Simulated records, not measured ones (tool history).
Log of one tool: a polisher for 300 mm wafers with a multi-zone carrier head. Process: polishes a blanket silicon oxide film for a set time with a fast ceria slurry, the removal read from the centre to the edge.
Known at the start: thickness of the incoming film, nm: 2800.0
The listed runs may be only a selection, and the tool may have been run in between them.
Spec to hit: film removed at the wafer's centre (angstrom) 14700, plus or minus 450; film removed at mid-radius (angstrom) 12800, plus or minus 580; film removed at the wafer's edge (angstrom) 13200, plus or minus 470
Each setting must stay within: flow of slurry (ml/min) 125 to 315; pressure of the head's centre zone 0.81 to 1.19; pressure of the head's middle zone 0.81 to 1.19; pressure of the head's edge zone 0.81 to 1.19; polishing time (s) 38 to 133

run  hour  flow of slurry (ml/min)  pressure of the head's centre zone  pressure of the head's middle zone  pressure of the head's edge zone  polishing time (s)  film removed at the wafer's centre (angstrom)  film removed at mid-radius (angstrom)  film removed at the wafer's edge (angstrom)
  1     0                      205                                   1                                   1                                 1                  85                                          11650                                  11303                                        11694
  2   7.2                      215                                1.04                                1.01                              1.02                  86                                          12028                                  11573                                        12012
  3   8.6                      220                                1.08                                1.01                              1.02                  88                                          13111                                  12026                                        12331
  4  11.7                      230                                 1.1                                1.01                              1.03                  89                                          13285                                  11948                                        12560
  5  18.5                      230                                1.12                                1.02                              1.03                  90                                          13816                                  12254                                        12557
  6  22.9                      230                                1.04                                1.02                              1.03                  90                                          12772                                  12070                                        12668
  7  26.1                      230                                1.07                                1.02                              1.03                  91                                          13367                                  12525                                        12981
  8  35.1                      235                                1.09                                1.02                              1.03                  91                                          13643                                  12369                                        12627
  9  37.1                      235                                 1.1                                1.02                              1.04                  92                                          13927                                  12567                                        13037
 10  40.3                      235                                 1.1                                1.02                              1.04                  92                                          13885                                  12677                                        13014

4 candidate next runs follow, results not yet known. Just one meets every target within its allowed miss. Identify it.
  A  43.5                      235                                1.12                                0.88                              1.09                  96                                              ?                                      ?                                            ?
  B  43.5                      230                                1.11                                1.11                              0.97                  96                                              ?                                      ?                                            ?
  C  43.5                      255                                1.09                                0.97                              0.94                  97                                              ?                                      ?                                            ?
  D  43.5                      205                                 1.1                                1.14                              1.05                  91                                              ?                                      ?                                            ?

move  film removed at the wafer's centre (angstrom)  film removed at mid-radius (angstrom)  film removed at the wafer's edge (angstrom)
   A                                          14683                                  11795                                        14062
   B                                          14532                                  14309                                        13215
   C                                          14596                                  13053                                        13300
   D                                          13430                                  13673                                        12869
A: the worst result of the last run now meets its target, but another is out of spec
B: the worst result of the last run now meets its target, but another is out of spec
C: all results in spec
D: moves away from the targets compared with the last run
Answer: C

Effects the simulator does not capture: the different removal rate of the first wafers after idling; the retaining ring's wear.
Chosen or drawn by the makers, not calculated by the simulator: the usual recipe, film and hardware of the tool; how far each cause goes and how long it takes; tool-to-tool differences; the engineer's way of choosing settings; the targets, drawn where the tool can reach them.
